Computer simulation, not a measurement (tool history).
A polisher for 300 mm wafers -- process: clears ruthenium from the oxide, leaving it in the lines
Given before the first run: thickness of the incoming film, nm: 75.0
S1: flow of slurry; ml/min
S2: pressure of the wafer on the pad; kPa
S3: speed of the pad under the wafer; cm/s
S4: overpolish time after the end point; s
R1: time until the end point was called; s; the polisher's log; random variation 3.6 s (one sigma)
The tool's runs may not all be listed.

run 1 hour=0 | S1=170 S2=13.1 S3=84 S4=10 | R1=81.101
run 2 hour=5.7 | S1=170 S2=11.7 S3=78 S4=10 | R1=91.484
run 3 hour=7.9 | S1=170 S2=11.7 S3=78 S4=10 | R1=95.074
run 4 hour=11.4 | S1=170 S2=11.7 S3=68 S4=10 | R1=103.43
run 5 hour=12.2 | S1=170 S2=10.3 S3=64 S4=10 | R1=121.96
run 6 hour=16.3 | S1=170 S2=12.4 S3=64 S4=10 | R1=104.54
run 7 hour=18.5 | S1=170 S2=11 S3=62 S4=10 | R1=113.17
run 8 hour=26.8 | S1=170 S2=10.3 S3=58 S4=10 | R1=135
run 9 hour=33 | S1=170 S2=9.7 S3=58 S4=10 | R1=140.26
run 10 hour=35.3 | S1=170 S2=9 S3=58 S4=10 | R1=144.63

Run 11 is up next; what results do you expect?
run 11 hour=41.3 | S1=170 S2=8.3 S3=58 S4=10 | R1=?

Run 11 produced R1 156.42 s.
